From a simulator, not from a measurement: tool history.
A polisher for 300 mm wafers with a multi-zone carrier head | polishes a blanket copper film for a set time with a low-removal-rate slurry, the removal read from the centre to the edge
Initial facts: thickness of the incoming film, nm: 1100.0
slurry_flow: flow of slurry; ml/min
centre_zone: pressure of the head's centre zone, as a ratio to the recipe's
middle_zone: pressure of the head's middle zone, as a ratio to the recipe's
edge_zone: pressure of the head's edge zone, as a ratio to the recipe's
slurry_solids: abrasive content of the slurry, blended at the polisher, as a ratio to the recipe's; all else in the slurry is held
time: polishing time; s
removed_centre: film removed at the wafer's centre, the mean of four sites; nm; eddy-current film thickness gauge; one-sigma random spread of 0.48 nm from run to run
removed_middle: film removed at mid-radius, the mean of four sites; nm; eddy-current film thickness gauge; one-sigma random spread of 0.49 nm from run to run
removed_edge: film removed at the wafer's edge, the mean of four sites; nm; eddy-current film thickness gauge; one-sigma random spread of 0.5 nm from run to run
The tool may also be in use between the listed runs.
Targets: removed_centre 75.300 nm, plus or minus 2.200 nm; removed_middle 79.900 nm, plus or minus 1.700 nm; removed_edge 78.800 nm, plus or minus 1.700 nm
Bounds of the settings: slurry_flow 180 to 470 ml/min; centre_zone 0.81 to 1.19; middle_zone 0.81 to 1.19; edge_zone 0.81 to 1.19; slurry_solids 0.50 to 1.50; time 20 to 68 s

run 1 hour=0.0 | slurry_flow=300 centre_zone=1.00 middle_zone=1.00 edge_zone=1.00 slurry_solids=1.00 time=44 | removed_centre=114.630 removed_middle=115.620 removed_edge=112.740
run 2 hour=8.0 | slurry_flow=300 centre_zone=1.00 middle_zone=1.00 edge_zone=1.00 slurry_solids=1.00 time=36 | removed_centre=94.005 removed_middle=94.308 removed_edge=92.539
run 3 hour=16.1 | slurry_flow=290 centre_zone=0.97 middle_zone=0.98 edge_zone=0.96 slurry_solids=0.95 time=36 | removed_centre=90.972 removed_middle=91.078 removed_edge=89.362
run 4 hour=19.0 | slurry_flow=280 centre_zone=0.93 middle_zone=0.96 edge_zone=0.93 slurry_solids=0.90 time=36 | removed_centre=85.371 removed_middle=87.676 removed_edge=87.414
run 5 hour=24.4 | slurry_flow=280 centre_zone=0.93 middle_zone=0.96 edge_zone=0.90 slurry_solids=0.90 time=36 | removed_centre=84.524 removed_middle=88.891 removed_edge=85.609
run 6 hour=29.5 | slurry_flow=280 centre_zone=0.93 middle_zone=0.90 edge_zone=0.90 slurry_solids=0.90 time=36 | removed_centre=84.660 removed_middle=85.039 removed_edge=84.336
run 7 hour=32.7 | slurry_flow=270 centre_zone=0.91 middle_zone=0.89 edge_zone=0.88 slurry_solids=0.90 time=36 | removed_centre=81.740 removed_middle=84.209 removed_edge=84.443
run 8 hour=39.5 | slurry_flow=265 centre_zone=0.90 middle_zone=0.89 edge_zone=0.86 slurry_solids=0.85 time=36 | removed_centre=79.831 removed_middle=82.491 removed_edge=81.758

Next run, 5 choices. One meets every target within its allowed miss, the rest don't. Which?
run A hour=46.3 | slurry_flow=280 centre_zone=0.84 middle_zone=0.86 edge_zone=0.95 slurry_solids=0.80 time=35 | removed_centre=? removed_middle=? removed_edge=?
run B hour=46.3 | slurry_flow=180 centre_zone=0.81 middle_zone=0.93 edge_zone=0.83 slurry_solids=0.95 time=37 | removed_centre=? removed_middle=? removed_edge=?
run C hour=46.3 | slurry_flow=250 centre_zone=1.03 middle_zone=0.90 edge_zone=1.00 slurry_solids=0.75 time=37 | removed_centre=? removed_middle=? removed_edge=?
run D hour=46.3 | slurry_flow=215 centre_zone=0.90 middle_zone=0.93 edge_zone=0.88 slurry_solids=0.65 time=38 | removed_centre=? removed_middle=? removed_edge=?
run E hour=46.3 | slurry_flow=265 centre_zone=0.81 middle_zone=0.90 edge_zone=0.86 slurry_solids=1.00 time=33 | removed_centre=? removed_middle=? removed_edge=?

move=A removed_centre=71.205 removed_middle=77.889 removed_edge=82.138
move=B removed_centre=70.769 removed_middle=85.167 removed_edge=81.563
move=C removed_centre=89.284 removed_middle=81.918 removed_edge=86.299
move=D removed_centre=74.693 removed_middle=80.480 removed_edge=78.495
move=E removed_centre=68.588 removed_middle=80.228 removed_edge=78.534
A: pushes the last run's worst result past its target
B: pushes the last run's worst result past its target
C: further off than the last run
D: all results land within tolerance of their targets
E: pushes the last run's worst result past its target
Go with D: it meets all targets.
